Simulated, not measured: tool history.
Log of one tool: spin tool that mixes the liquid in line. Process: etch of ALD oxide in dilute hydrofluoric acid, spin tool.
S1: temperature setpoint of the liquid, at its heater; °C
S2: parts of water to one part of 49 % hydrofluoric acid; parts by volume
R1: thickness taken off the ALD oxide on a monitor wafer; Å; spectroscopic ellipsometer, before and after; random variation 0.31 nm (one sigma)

{"run": 1, "hour": 0.0, "S1": 23.0, "S2": 95, "time under the liquid (s)": 275, "R1": 299.86}
{"run": 2, "hour": 4.8, "S1": 25.0, "S2": 95, "time under the liquid (s)": 275, "R1": 327.16}
{"run": 3, "hour": 11.7, "S1": 26.5, "S2": 95, "time under the liquid (s)": 275, "R1": 348.73}
{"run": 4, "hour": 14.2, "S1": 27.5, "S2": 95, "time under the liquid (s)": 275, "R1": 363.66}
{"run": 5, "hour": 18.8, "S1": 27.5, "S2": 95, "time under the liquid (s)": 295, "R1": 384.9}
{"run": 6, "hour": 19.9, "S1": 24.5, "S2": 95, "time under the liquid (s)": 295, "R1": 344.55}
{"run": 7, "hour": 22.8, "S1": 25.5, "S2": 95, "time under the liquid (s)": 295, "R1": 357.61}
{"run": 8, "hour": 25.3, "S1": 26.5, "S2": 95, "time under the liquid (s)": 295, "R1": 368.45}

Forecast run 9:
{"run": 9, "hour": 33.3, "S1": 27.5, "S2": 95, "time under the liquid (s)": 295, "R1": "?"}

R1: 385.58 Å
